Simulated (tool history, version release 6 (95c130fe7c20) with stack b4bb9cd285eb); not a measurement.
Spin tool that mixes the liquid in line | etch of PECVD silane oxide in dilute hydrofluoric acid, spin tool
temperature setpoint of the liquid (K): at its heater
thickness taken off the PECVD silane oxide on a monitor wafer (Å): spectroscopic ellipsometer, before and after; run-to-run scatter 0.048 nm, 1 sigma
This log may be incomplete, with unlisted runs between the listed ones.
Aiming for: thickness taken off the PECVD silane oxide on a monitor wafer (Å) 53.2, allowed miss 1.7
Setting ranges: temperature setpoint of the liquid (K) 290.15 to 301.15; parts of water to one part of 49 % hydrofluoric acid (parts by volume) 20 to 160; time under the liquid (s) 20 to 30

| run | hour | temperature setpoint of the liquid (K) | parts of water to one part of 49 % hydrofluoric acid (parts by volume) | time under the liquid (s) | thickness taken off the PECVD silane oxide on a monitor wafer (Å) |
|---|---|---|---|---|---|
| 1 | 0 | 293.15 | 90 | 30 | 83.257 |
| 2 | 4.5 | 293.15 | 105 | 30 | 70.214 |
| 3 | 5.4 | 292.65 | 110 | 30 | 65.116 |
| 4 | 8.8 | 292.15 | 115 | 30 | 60.541 |
| 5 | 9.4 | 292.15 | 115 | 20 | 40.326 |
| 6 | 14.1 | 292.15 | 145 | 20 | 31.486 |
| 7 | 20.8 | 294.65 | 145 | 20 | 34.834 |
| 8 | 28.3 | 296.15 | 140 | 20 | 38.323 |
| 9 | 34.4 | 297.15 | 135 | 20 | 41.386 |
| 10 | 36.2 | 298.15 | 130 | 20 | 45.064 |
| 11 | 38.7 | 298.65 | 130 | 20 | 45.848 |

Which of these 4 next moves meets every target?
| A | 41.2 | 296.65 | 120 | 25 | ? |
| B | 41.2 | 296.65 | 140 | 25 | ? |
| C | 41.2 | 298.15 | 160 | 30 | ? |
| D | 41.2 | 298.15 | 145 | 25 | ? |

| move | thickness taken off the PECVD silane oxide on a monitor wafer (Å) |
|---|---|
| A | 58.56 |
| B | 49.098 |
| C | 53.472 |
| D | 49.995 |
A: takes the biggest miss from the last run beyond its target
B: gains on the last run, yet a result remains outside its allowed miss
C: all results in spec
D: gains on the last run, yet a result remains outside its allowed miss
C is the move that brings every result within its allowed miss.
